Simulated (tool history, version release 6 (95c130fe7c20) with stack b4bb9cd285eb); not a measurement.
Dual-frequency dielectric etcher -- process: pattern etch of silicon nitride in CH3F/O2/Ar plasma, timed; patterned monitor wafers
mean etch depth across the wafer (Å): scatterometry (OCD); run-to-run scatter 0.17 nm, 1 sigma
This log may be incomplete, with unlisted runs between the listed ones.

run,hour,source power (W),bias power (W),etch time (s),mean etch depth across the wafer (Å)
1,0.0,280,80,58,360.44
2,1.6,280,70,58,346.26
3,5.1,280,70,58,345.27
4,7.6,260,70,58,332.69
5,13.9,290,70,58,349.53
6,20.6,250,70,58,326.57
7,25.7,240,69,58,316.37

What does the tool deliver on the next run?
8,27.2,220,68,58,?

Run 8 measured mean etch depth across the wafer (Å) 302.05.
